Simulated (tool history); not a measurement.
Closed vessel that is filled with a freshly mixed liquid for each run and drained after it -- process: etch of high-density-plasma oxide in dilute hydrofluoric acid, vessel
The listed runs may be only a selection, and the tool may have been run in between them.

run	day	temperature setpoint of the liquid (K)	parts of water to one part of 49 % hydrofluoric acid (parts by volume)	time in the liquid (s)	thickness taken off the high-density-plasma oxide on a monitor wafer (Å)
1	0	297.15	215	30	14.372
2	0.175	298.15	215	30	14.791
3	0.462	298.65	215	30	15.238
4	0.721	299.15	215	30	15.394
5	1.021	295.65	215	30	13.566
6	1.067	297.15	215	30	14.36
7	1.129	298.15	215	30	14.758
8	1.188	298.65	215	30	14.977
9	1.371	299.15	215	30	15.692

Forecast run 10:
10	1.425	299.65	215	30	?

Logged for run 10: thickness taken off the high-density-plasma oxide on a monitor wafer (Å) 15.771.
